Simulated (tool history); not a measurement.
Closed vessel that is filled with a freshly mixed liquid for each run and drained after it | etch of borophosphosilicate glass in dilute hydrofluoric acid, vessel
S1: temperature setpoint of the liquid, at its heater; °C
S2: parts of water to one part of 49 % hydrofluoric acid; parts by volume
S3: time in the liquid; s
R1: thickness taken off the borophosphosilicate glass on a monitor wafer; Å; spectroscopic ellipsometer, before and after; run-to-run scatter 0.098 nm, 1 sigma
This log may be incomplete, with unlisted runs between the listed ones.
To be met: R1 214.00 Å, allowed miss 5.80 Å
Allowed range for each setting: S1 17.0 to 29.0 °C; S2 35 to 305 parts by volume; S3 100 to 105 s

run	hour	S1	S2	S3	R1
1	0.0	21.0	170	100	157.50
2	6.5	21.0	210	100	123.23
3	8.9	23.0	200	100	140.95
4	16.6	24.5	190	100	157.56
5	21.8	25.5	185	100	170.23
6	29.0	27.0	185	100	179.42
7	30.6	27.5	180	100	186.85
8	32.7	28.0	175	100	198.89

Consider the 4 candidate settings below. Which is the only one whose results all fall within their allowed miss of target?
A	34.8	28.5	185	100	?
B	34.8	25.5	160	105	?
C	34.8	28.0	190	100	?
D	34.8	25.5	170	100	?

move	R1
A	187.82
B	211.32
C	178.55
D	187.07
A: further off than the last run
B: every result lands within tolerance
C: further off than the last run
D: further off than the last run
Answer: B
